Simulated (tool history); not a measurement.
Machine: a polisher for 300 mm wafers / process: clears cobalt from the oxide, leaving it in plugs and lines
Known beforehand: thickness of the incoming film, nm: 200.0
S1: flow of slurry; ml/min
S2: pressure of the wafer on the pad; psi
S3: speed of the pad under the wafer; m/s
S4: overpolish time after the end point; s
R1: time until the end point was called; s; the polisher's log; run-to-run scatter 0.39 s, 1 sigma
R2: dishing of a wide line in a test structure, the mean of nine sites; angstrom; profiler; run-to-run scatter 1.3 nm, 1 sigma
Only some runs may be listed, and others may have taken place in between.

run,day,S1,S2,S3,S4,R1,R2
1,0.000,175,2.1,0.98,22,34.761,582.77
2,0.058,175,2.1,0.74,22,42.137,550.53
3,0.108,175,2.3,0.74,23,37.946,591.52
4,0.154,175,2.4,0.74,23,36.969,579.97
5,0.354,210,2.4,0.74,23,34.743,590.99
6,0.471,215,2.5,0.74,24,34.089,620.06
7,0.808,215,2.6,0.74,24,32.079,628.51

Run 8, settings as shown, results not yet in. Your forecast:
8,0.925,215,2.7,0.74,24,?,?

R1: 31.650 s
R2: 617.38 angstrom
